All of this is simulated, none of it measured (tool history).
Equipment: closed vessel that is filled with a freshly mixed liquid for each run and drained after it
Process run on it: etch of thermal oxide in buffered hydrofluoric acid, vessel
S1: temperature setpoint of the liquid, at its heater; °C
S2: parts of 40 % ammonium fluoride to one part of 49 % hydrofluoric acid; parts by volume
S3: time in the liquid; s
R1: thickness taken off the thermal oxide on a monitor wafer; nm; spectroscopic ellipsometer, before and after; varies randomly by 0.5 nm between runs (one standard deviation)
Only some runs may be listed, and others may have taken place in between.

Run 1, hour 0: S1 21 °C, S2 7 parts by volume, S3 95 s. Result: R1 133.79 nm.
Run 2, hour 6.1: S1 19.5 °C, S2 7 parts by volume, S3 95 s. Result: R1 124.4 nm.
Run 3, hour 12.7: S1 22 °C, S2 7 parts by volume, S3 95 s. Result: R1 141.88 nm.
Run 4, hour 21.4: S1 21.5 °C, S2 7 parts by volume, S3 95 s. Result: R1 137.82 nm.
Run 5, hour 23.2: S1 21.5 °C, S2 7 parts by volume, S3 100 s. Result: R1 146.23 nm.
Run 6, hour 29.6: S1 21 °C, S2 7 parts by volume, S3 100 s. Result: R1 140.42 nm.
Run 7, hour 32.7: S1 20.5 °C, S2 7 parts by volume, S3 100 s. Result: R1 137.78 nm.

What will run 8 give?
Run 8, hour 38.8: S1 20 °C, S2 7 parts by volume, S3 100 s. Result: R1 ?.

R1: 134.45 nm
